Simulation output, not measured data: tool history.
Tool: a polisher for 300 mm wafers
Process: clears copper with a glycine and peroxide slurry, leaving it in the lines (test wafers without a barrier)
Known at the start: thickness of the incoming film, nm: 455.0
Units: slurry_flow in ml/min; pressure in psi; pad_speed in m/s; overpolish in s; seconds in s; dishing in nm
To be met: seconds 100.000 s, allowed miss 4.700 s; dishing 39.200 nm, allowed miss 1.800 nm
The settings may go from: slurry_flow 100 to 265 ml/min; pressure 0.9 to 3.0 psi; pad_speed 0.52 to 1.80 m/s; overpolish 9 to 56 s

run	hour	slurry_flow	pressure	pad_speed	overpolish	seconds	dishing
1	0.0	170	1.9	1.16	29	84.831	89.501
2	1.9	135	1.9	1.16	29	89.826	88.670
3	4.3	115	1.9	1.16	29	90.309	87.588
4	5.0	115	1.9	1.38	29	77.965	94.004
5	11.8	115	1.9	1.38	36	79.994	107.570
6	13.3	115	1.8	1.38	33	81.274	99.979
7	19.8	125	1.7	1.36	31	85.492	92.251
8	21.3	130	1.6	1.36	29	88.850	87.498
9	26.7	125	1.5	1.36	27	93.485	80.195
10	34.5	120	1.4	1.38	25	94.630	73.660
11	37.2	120	1.3	1.38	23	100.820	65.797
12	45.1	100	0.9	1.70	9	108.140	28.183
13	53.6	110	0.9	1.68	9	108.260	27.765
14	55.6	110	0.9	1.66	9	109.250	28.518
15	57.4	115	0.9	1.64	9	108.530	28.083
16	60.2	115	0.9	1.62	9	108.140	27.376
17	68.7	115	0.9	1.60	9	109.350	27.334
18	73.0	115	0.9	1.58	9	111.960	27.751
19	76.3	115	0.9	1.56	9	110.290	26.732
20	85.4	115	0.9	1.56	10	111.940	29.205
21	86.5	125	1.3	1.54	18	91.241	58.740
22	90.9	115	1.3	1.52	16	94.338	52.579
23	94.1	120	1.2	1.56	14	93.829	45.927
24	99.7	110	1.2	1.56	14	98.412	44.226

4 next moves are on the table. One of them brings every result within its allowed miss. Which?
A	105.3	150	0.9	1.78	12	?	?
B	105.3	105	1.5	1.28	14	?	?
C	105.3	105	1.3	1.60	13	?	?
D	105.3	115	1.0	1.52	20	?	?

move	seconds	dishing
A	97.639	38.705
B	98.249	45.108
C	90.161	45.004
D	107.760	54.725
A: meets every target
B: further off than the last run
C: further off than the last run
D: further off than the last run
Answer: A

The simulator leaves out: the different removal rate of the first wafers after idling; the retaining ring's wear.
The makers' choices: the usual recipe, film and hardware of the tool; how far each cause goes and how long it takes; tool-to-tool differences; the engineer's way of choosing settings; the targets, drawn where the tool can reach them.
